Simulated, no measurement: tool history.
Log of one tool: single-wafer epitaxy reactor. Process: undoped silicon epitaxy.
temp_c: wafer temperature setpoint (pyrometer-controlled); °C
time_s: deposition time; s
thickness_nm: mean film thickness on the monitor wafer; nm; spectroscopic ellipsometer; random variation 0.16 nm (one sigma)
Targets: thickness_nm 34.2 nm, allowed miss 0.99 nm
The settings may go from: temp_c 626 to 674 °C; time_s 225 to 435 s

run,hour,temp_c,time_s,thickness_nm
1,0,650,330,60.407
2,2.5,645,326,53.746
3,4.8,645,367,60.533
4,11.4,645,324,53.462
5,17.5,641,320,48.34
6,22.8,638,318,45.357
7,27.6,636,315,42.87
8,34,634,314,40.797
9,36.3,634,314,40.885

5 next moves are on the table. One of them brings every result within its allowed miss. Which?
A,38.6,626,294,?
B,38.6,642,346,?
C,38.6,627,329,?
D,38.6,626,287,?
E,38.6,626,315,?

move,thickness_nm
A,32.236
B,53.589
C,36.873
D,31.468
E,34.538
A: takes the result that was furthest off past its target
B: further off than the last run
C: nearer than the last run, and not there yet
D: takes the result that was furthest off past its target
E: meets every target
The right move is E.
